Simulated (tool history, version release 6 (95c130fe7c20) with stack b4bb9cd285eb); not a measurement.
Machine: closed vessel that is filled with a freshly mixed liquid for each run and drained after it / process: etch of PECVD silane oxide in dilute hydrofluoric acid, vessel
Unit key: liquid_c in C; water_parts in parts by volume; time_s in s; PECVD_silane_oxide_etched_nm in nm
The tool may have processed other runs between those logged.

| run | hour | liquid_c | water_parts | time_s | PECVD_silane_oxide_etched_nm |
|---|---|---|---|---|---|
| 1 | 0.0 | 21.0 | 200 | 325 | 56.266 |
| 2 | 6.7 | 22.5 | 185 | 325 | 65.495 |
| 3 | 13.9 | 22.5 | 185 | 325 | 65.873 |
| 4 | 15.5 | 22.5 | 215 | 325 | 54.761 |
| 5 | 18.7 | 22.5 | 245 | 325 | 46.819 |
| 6 | 20.3 | 22.5 | 245 | 325 | 46.932 |

The next listed run, before its measurement:
| 7 | 27.0 | 26.5 | 165 | 325 | ? |

Run 7 measured PECVD_silane_oxide_etched_nm 87.658 nm.
